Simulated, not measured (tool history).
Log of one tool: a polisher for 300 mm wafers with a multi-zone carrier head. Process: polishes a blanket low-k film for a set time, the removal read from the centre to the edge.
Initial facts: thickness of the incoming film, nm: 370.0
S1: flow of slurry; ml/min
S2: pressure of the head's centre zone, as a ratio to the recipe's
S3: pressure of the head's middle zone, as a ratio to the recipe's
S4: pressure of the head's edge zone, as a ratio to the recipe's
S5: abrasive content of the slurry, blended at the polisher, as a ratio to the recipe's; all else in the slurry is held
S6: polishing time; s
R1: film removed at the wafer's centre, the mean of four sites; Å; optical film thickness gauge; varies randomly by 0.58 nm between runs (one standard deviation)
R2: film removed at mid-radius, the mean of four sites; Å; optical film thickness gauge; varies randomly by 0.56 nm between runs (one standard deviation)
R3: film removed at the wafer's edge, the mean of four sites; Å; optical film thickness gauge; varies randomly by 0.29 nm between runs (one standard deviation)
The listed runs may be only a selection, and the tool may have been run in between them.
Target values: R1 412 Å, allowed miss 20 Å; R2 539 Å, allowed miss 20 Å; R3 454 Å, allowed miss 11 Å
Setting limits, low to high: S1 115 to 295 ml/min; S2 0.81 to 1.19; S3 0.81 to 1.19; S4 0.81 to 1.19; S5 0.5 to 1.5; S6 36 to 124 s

Run 1, hour 0: S1 190 ml/min, S2 1, S3 1, S4 1, S5 1, S6 79 s. Result: R1 282.98 Å, R2 294.53 Å, R3 289.91 Å.
Run 2, hour 0.8: S1 190 ml/min, S2 1, S3 1, S4 0.94, S5 1, S6 79 s. Result: R1 287.22 Å, R2 290.9 Å, R3 284.39 Å.
Run 3, hour 6.2: S1 190 ml/min, S2 1.05, S3 1, S4 0.94, S5 1, S6 79 s. Result: R1 294.93 Å, R2 290.34 Å, R3 286.86 Å.
Run 4, hour 8.9: S1 190 ml/min, S2 1.05, S3 1, S4 0.94, S5 1, S6 87 s. Result: R1 333.78 Å, R2 321.69 Å, R3 315.91 Å.
Run 5, hour 15.5: S1 190 ml/min, S2 1.05, S3 1, S4 0.94, S5 0.85, S6 87 s. Result: R1 290.41 Å, R2 285.59 Å, R3 274.99 Å.
Run 6, hour 23.4: S1 190 ml/min, S2 1.09, S3 1, S4 0.94, S5 0.85, S6 87 s. Result: R1 300.74 Å, R2 287.84 Å, R3 274.08 Å.
Run 7, hour 27.6: S1 215 ml/min, S2 1.02, S3 1.06, S4 0.94, S5 1, S6 88 s. Result: R1 319.89 Å, R2 342.05 Å, R3 314.18 Å.
Run 8, hour 33.1: S1 230 ml/min, S2 0.99, S3 1.1, S4 0.94, S5 1.15, S6 89 s. Result: R1 359.78 Å, R2 400.8 Å, R3 350.5 Å.
Run 9, hour 38.6: S1 235 ml/min, S2 0.96, S3 1.13, S4 0.99, S5 1.25, S6 89 s. Result: R1 360.36 Å, R2 429.8 Å, R3 375.18 Å.
Run 10, hour 42.8: S1 245 ml/min, S2 0.95, S3 1.15, S4 1.01, S5 1.35, S6 90 s. Result: R1 378.75 Å, R2 451.77 Å, R3 404.35 Å.
Run 11, hour 47.4: S1 240 ml/min, S2 0.88, S3 1.19, S4 0.92, S5 1.5, S6 99 s. Result: R1 405.63 Å, R2 544.23 Å, R3 443.85 Å.

Of the 5 settings listed for the next run, only one would bring every result within its allowed miss of target. Which one?
Run A, hour 52: S1 235 ml/min, S2 0.86, S3 1.13, S4 0.89, S5 1.5, S6 104 s. Result: R1 ?, R2 ?, R3 ?.
Run B, hour 52: S1 295 ml/min, S2 0.84, S3 1.15, S4 0.86, S5 1.5, S6 97 s. Result: R1 ?, R2 ?, R3 ?.
Run C, hour 52: S1 250 ml/min, S2 0.82, S3 1.19, S4 0.83, S5 1.5, S6 100 s. Result: R1 ?, R2 ?, R3 ?.
Run D, hour 52: S1 250 ml/min, S2 0.85, S3 1.15, S4 0.88, S5 1.45, S6 101 s. Result: R1 ?, R2 ?, R3 ?.
Run E, hour 52: S1 245 ml/min, S2 0.82, S3 1.19, S4 0.86, S5 1.45, S6 100 s. Result: R1 ?, R2 ?, R3 ?.

move      R1      R2      R3
   A   408.3  540.21  458.29
   B  381.11  522.91  427.72
   C  376.95  546.72  428.72
   D  389.05  528.36  438.41
   E  370.75  537.83   428.7
A: meets every target
B: misses by more than the last run did
C: misses by more than the last run did
D: misses by more than the last run did
E: misses by more than the last run did
Go with A: it meets all targets.
